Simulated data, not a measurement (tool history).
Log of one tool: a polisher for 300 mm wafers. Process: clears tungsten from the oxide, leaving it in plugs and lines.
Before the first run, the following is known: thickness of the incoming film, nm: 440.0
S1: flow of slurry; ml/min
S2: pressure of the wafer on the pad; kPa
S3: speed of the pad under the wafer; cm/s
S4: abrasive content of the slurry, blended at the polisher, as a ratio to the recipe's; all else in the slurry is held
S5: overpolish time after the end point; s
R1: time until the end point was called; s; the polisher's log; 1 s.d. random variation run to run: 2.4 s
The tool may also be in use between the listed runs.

| run | hour | S1 | S2 | S3 | S4 | S5 | R1 |
|---|---|---|---|---|---|---|---|
| 1 | 0.0 | 155 | 16.5 | 130 | 1.0 | 9 | 114.20 |
| 2 | 8.5 | 155 | 15.2 | 128 | 1.0 | 9 | 127.18 |
| 3 | 14.4 | 155 | 15.2 | 114 | 1.0 | 9 | 138.31 |
| 4 | 21.0 | 155 | 13.8 | 114 | 1.0 | 9 | 151.38 |
| 5 | 23.5 | 155 | 12.4 | 114 | 1.0 | 9 | 165.24 |
| 6 | 25.8 | 155 | 11.7 | 114 | 1.0 | 9 | 172.72 |
| 7 | 27.8 | 155 | 11.0 | 114 | 1.0 | 9 | 190.53 |
| 8 | 32.0 | 155 | 10.3 | 114 | 1.0 | 9 | 197.45 |
| 9 | 38.5 | 150 | 9.7 | 114 | 1.0 | 9 | 216.42 |
| 10 | 41.6 | 145 | 9.7 | 114 | 1.0 | 9 | 214.49 |
| 11 | 44.3 | 140 | 9.7 | 114 | 1.0 | 9 | 213.08 |

For run 12, what comes out?
| 12 | 48.6 | 135 | 9.7 | 114 | 1.0 | 9 | ? |

R1: 213.66 s

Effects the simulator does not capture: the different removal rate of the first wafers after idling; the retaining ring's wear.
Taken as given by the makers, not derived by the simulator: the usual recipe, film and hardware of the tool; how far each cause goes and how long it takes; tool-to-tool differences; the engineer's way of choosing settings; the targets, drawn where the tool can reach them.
